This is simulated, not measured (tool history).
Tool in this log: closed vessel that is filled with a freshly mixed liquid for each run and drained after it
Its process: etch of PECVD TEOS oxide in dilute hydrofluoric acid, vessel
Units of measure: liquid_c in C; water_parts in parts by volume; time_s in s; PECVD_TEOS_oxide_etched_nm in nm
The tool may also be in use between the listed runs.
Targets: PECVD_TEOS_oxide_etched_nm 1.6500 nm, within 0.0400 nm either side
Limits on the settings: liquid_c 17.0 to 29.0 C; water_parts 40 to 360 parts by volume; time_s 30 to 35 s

run 1 hour=0.0 | liquid_c=21.0 water_parts=200 time_s=35 | PECVD_TEOS_oxide_etched_nm=2.1555
run 2 hour=8.1 | liquid_c=20.0 water_parts=205 time_s=35 | PECVD_TEOS_oxide_etched_nm=2.0069
run 3 hour=11.8 | liquid_c=20.0 water_parts=145 time_s=35 | PECVD_TEOS_oxide_etched_nm=3.0503
run 4 hour=14.8 | liquid_c=17.0 water_parts=145 time_s=35 | PECVD_TEOS_oxide_etched_nm=2.6865
run 5 hour=22.9 | liquid_c=17.0 water_parts=160 time_s=35 | PECVD_TEOS_oxide_etched_nm=2.4130
run 6 hour=28.0 | liquid_c=17.0 water_parts=90 time_s=35 | PECVD_TEOS_oxide_etched_nm=4.6645
run 7 hour=36.5 | liquid_c=17.0 water_parts=115 time_s=35 | PECVD_TEOS_oxide_etched_nm=3.4705
run 8 hour=43.0 | liquid_c=17.0 water_parts=135 time_s=35 | PECVD_TEOS_oxide_etched_nm=2.9048

5 next moves are on the table. One of them brings every result within its allowed miss. Which?
run A hour=49.5 | liquid_c=17.0 water_parts=195 time_s=30 | PECVD_TEOS_oxide_etched_nm=?
run B hour=49.5 | liquid_c=17.5 water_parts=185 time_s=30 | PECVD_TEOS_oxide_etched_nm=?
run C hour=49.5 | liquid_c=17.5 water_parts=210 time_s=30 | PECVD_TEOS_oxide_etched_nm=?
run D hour=49.5 | liquid_c=17.5 water_parts=75 time_s=35 | PECVD_TEOS_oxide_etched_nm=?
run E hour=49.5 | liquid_c=17.0 water_parts=165 time_s=30 | PECVD_TEOS_oxide_etched_nm=?

move=A PECVD_TEOS_oxide_etched_nm=1.6275
move=B PECVD_TEOS_oxide_etched_nm=1.7664
move=C PECVD_TEOS_oxide_etched_nm=1.5204
move=D PECVD_TEOS_oxide_etched_nm=5.6812
move=E PECVD_TEOS_oxide_etched_nm=1.9781
A: all results in spec
B: better than the last run, though not everything is in spec
C: takes the result that was furthest off past its target
D: further off than the last run
E: better than the last run, though not everything is in spec
Correct choice: A, which meets every target
